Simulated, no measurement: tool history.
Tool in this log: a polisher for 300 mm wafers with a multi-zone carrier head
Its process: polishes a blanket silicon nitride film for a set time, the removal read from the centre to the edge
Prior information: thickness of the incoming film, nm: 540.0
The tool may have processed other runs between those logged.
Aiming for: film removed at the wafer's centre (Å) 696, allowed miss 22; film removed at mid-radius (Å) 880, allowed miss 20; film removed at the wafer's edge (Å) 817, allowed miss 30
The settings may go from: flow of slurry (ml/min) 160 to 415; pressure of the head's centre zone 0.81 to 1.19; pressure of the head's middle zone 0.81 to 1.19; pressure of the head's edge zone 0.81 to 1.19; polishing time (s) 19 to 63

| run | hour | flow of slurry (ml/min) | pressure of the head's centre zone | pressure of the head's middle zone | pressure of the head's edge zone | polishing time (s) | film removed at the wafer's centre (Å) | film removed at mid-radius (Å) | film removed at the wafer's edge (Å) |
|---|---|---|---|---|---|---|---|---|---|
| 1 | 0 | 265 | 1 | 1 | 1 | 41 | 592.3 | 594.35 | 634.46 |
| 2 | 8.5 | 265 | 1 | 1 | 1 | 47 | 682.11 | 672.78 | 692.66 |
| 3 | 13.8 | 265 | 1 | 1 | 1.03 | 47 | 675.16 | 682.11 | 717.32 |
| 4 | 22.7 | 265 | 1 | 1 | 1.03 | 54 | 782.17 | 780.92 | 808.85 |
| 5 | 26.4 | 270 | 0.98 | 1.02 | 1.03 | 54 | 765.79 | 789.32 | 824.29 |
| 6 | 32.7 | 270 | 0.96 | 1.05 | 1.01 | 54 | 745.34 | 812.77 | 809.01 |
| 7 | 34.8 | 275 | 0.95 | 1.07 | 1.01 | 54 | 735.3 | 823.11 | 816.89 |
| 8 | 40.9 | 275 | 0.94 | 1.09 | 1.01 | 54 | 744.04 | 850.95 | 819.47 |
| 9 | 48 | 275 | 0.93 | 1.1 | 1.01 | 54 | 729.01 | 860.13 | 827.54 |

Which one of the following 4 next-run settings gets every result inside its allowed miss? There is exactly one.
| A | 55.1 | 315 | 0.89 | 1.15 | 1.02 | 53 | ? | ? | ? |
| B | 55.1 | 250 | 0.84 | 1.13 | 0.98 | 55 | ? | ? | ? |
| C | 55.1 | 240 | 0.89 | 1.18 | 1.02 | 50 | ? | ? | ? |
| D | 55.1 | 250 | 0.93 | 1.12 | 0.98 | 56 | ? | ? | ? |

| move | film removed at the wafer's centre (Å) | film removed at mid-radius (Å) | film removed at the wafer's edge (Å) |
|---|---|---|---|
| A | 694.44 | 867.22 | 824.09 |
| B | 660.26 | 863.84 | 821.8 |
| C | 632.7 | 810.52 | 758.71 |
| D | 744.9 | 872.44 | 836.86 |
A: hits every target within its allowed miss
B: moves the result that the last run missed by most past its target, out the other side
C: moves the result that the last run missed by most past its target, out the other side
D: misses by more than the last run did
The move that meets every target is A.
